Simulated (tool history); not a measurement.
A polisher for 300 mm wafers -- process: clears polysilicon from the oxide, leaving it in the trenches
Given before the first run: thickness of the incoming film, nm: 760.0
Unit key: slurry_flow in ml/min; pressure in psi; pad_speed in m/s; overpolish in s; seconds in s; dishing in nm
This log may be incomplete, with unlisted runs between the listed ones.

run,hour,slurry_flow,pressure,pad_speed,overpolish,seconds,dishing
1,0.0,170,1.9,1.08,19,66.183,74.164
2,2.7,170,1.9,1.22,19,59.754,69.639
3,3.4,150,1.6,1.08,15,81.611,61.920
4,6.6,150,1.4,0.98,17,100.820,61.204
5,13.2,115,1.4,0.98,17,101.830,61.636
6,14.3,115,1.4,0.98,23,104.980,65.294
7,21.5,115,1.3,0.92,24,116.680,66.513
8,29.9,115,1.2,0.88,24,129.260,60.989
9,31.8,110,1.1,0.86,27,149.670,62.660

The next listed run, before its measurement:
10,33.3,110,1.1,0.86,28,?,?

{"run 10": {"seconds": 142.97, "dishing": 64.963}}
